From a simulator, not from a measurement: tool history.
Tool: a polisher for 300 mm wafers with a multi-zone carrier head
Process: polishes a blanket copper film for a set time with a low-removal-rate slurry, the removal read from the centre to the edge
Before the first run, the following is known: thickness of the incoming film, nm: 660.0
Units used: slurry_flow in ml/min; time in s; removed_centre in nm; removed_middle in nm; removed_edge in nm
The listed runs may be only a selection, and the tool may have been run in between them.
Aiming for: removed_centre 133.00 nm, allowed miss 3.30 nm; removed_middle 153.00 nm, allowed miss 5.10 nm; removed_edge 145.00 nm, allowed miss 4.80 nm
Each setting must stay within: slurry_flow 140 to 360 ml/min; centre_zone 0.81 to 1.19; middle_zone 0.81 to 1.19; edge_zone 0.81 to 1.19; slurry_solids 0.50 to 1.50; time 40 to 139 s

run	hour	slurry_flow	centre_zone	middle_zone	edge_zone	slurry_solids	time	removed_centre	removed_middle	removed_edge
1	0.0	230	1.00	1.00	1.00	1.00	89	231.80	230.12	221.55
2	5.0	230	1.00	1.00	1.00	1.00	68	176.56	181.41	171.75
3	11.3	225	0.98	0.99	0.98	0.95	68	169.09	173.04	168.30
4	19.9	220	0.97	0.99	0.96	0.90	68	163.82	170.51	159.95
5	24.2	215	0.95	0.98	0.95	0.90	68	160.66	167.29	163.44
6	29.7	255	0.95	0.98	0.95	0.90	68	163.59	169.63	164.18
7	31.5	250	0.93	0.98	0.93	0.90	68	159.18	171.64	164.64
8	34.6	245	0.92	0.98	0.92	0.85	68	152.69	167.96	158.15

Consider the 4 candidate settings below. Which is the only one whose results all fall within their allowed miss of target?
A	37.7	210	0.86	1.05	1.03	1.05	60	?	?	?
B	37.7	220	0.85	0.96	0.89	0.95	62	?	?	?
C	37.7	245	0.91	1.04	0.87	0.80	60	?	?	?
D	37.7	160	0.96	0.92	0.94	0.80	66	?	?	?

move	removed_centre	removed_middle	removed_edge
A	135.04	167.34	152.98
B	134.80	156.72	144.37
C	134.78	156.10	132.48
D	144.30	144.15	143.34
A: puts the biggest miss on target and leaves a different result outside tolerance
B: every result lands within tolerance
C: puts the biggest miss on target and leaves a different result outside tolerance
D: nearer than the last run, and not there yet
B meets every target.
